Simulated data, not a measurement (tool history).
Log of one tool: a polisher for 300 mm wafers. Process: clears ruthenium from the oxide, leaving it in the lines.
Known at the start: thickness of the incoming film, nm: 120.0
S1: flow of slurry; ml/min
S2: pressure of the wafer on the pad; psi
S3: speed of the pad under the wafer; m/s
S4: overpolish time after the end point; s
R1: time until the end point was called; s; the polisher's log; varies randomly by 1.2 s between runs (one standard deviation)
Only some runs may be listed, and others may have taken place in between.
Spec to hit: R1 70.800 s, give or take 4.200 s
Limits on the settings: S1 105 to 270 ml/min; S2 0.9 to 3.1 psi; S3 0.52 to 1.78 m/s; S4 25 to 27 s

run 1 hour=0.0 | S1=175 S2=2.0 S3=1.14 S4=25 | R1=87.492
run 2 hour=1.4 | S1=175 S2=2.1 S3=1.14 S4=25 | R1=82.218
run 3 hour=5.7 | S1=140 S2=2.1 S3=1.14 S4=25 | R1=87.236
run 4 hour=8.5 | S1=140 S2=2.1 S3=1.14 S4=27 | R1=87.223
run 5 hour=16.7 | S1=105 S2=2.1 S3=1.14 S4=27 | R1=92.706
run 6 hour=23.1 | S1=115 S2=2.2 S3=1.14 S4=27 | R1=88.814
run 7 hour=29.6 | S1=125 S2=2.3 S3=1.14 S4=27 | R1=79.516
run 8 hour=30.5 | S1=130 S2=2.3 S3=1.14 S4=27 | R1=78.228

5 next moves are on the table. One of them brings every result within its allowed miss. Which?
run A hour=31.4 | S1=165 S2=2.5 S3=1.00 S4=27 | R1=?
run B hour=31.4 | S1=120 S2=1.7 S3=1.50 S4=25 | R1=?
run C hour=31.4 | S1=140 S2=1.9 S3=1.28 S4=25 | R1=?
run D hour=31.4 | S1=155 S2=2.4 S3=1.00 S4=27 | R1=?
run E hour=31.4 | S1=110 S2=2.8 S3=1.12 S4=25 | R1=?

move=A R1=80.889
move=B R1=85.778
move=C R1=86.451
move=D R1=85.122
move=E R1=71.256
A: misses by more than the last run did
B: misses by more than the last run did
C: misses by more than the last run did
D: misses by more than the last run did
E: in spec on every target
E meets every target.

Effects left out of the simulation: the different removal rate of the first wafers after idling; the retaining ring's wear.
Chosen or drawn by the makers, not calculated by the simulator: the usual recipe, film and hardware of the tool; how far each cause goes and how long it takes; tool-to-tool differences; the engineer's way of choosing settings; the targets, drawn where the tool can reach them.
